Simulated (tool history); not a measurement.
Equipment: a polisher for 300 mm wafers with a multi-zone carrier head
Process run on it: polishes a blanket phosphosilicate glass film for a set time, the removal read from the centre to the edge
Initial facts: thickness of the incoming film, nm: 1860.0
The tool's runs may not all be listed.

| run | hour | flow of slurry (ml/min) | pressure of the head's centre zone | pressure of the head's middle zone | pressure of the head's edge zone | abrasive content of the slurry | polishing time (s) | film removed at the wafer's centre (nm) | film removed at mid-radius (nm) | film removed at the wafer's edge (nm) |
|---|---|---|---|---|---|---|---|---|---|---|
| 1 | 0 | 175 | 1 | 1 | 1 | 1 | 34 | 481.97 | 479.35 | 470.01 |
| 2 | 7 | 180 | 1 | 1.02 | 1.02 | 1.05 | 34 | 497.08 | 489.52 | 491.24 |
| 3 | 7.6 | 180 | 0.99 | 1.04 | 1.01 | 1.1 | 35 | 519.81 | 529.36 | 511.71 |
| 4 | 11.8 | 180 | 0.99 | 1.04 | 1.01 | 1.1 | 32 | 475.14 | 480.28 | 466.58 |
| 5 | 18.3 | 185 | 0.98 | 1.06 | 1.01 | 1.15 | 33 | 502.63 | 515.28 | 494.38 |
| 6 | 26.6 | 185 | 0.98 | 1.02 | 1.01 | 1.15 | 33 | 495.73 | 496.19 | 493.14 |
| 7 | 29.7 | 185 | 0.97 | 1.04 | 1.01 | 1.2 | 34 | 513.57 | 523.3 | 514.37 |
| 8 | 38.1 | 185 | 0.96 | 1.06 | 1.01 | 1.25 | 35 | 532.55 | 560.39 | 541 |
| 9 | 43.8 | 190 | 0.96 | 1.08 | 1.01 | 1.3 | 36 | 559.24 | 594.94 | 557.96 |
| 10 | 48.2 | 195 | 0.96 | 1.09 | 1.02 | 1.35 | 37 | 592.95 | 614.48 | 586.18 |
| 11 | 54.4 | 195 | 0.95 | 1.1 | 1.02 | 1.35 | 38 | 597.02 | 659.46 | 605.03 |

Run 12 comes next. What will it give?
| 12 | 57.7 | 245 | 0.99 | 1.19 | 1.12 | 1.45 | 38 | ? | ? | ? |

film removed at the wafer's centre (nm): 648.14
film removed at mid-radius (nm): 729.04
film removed at the wafer's edge (nm): 655.98
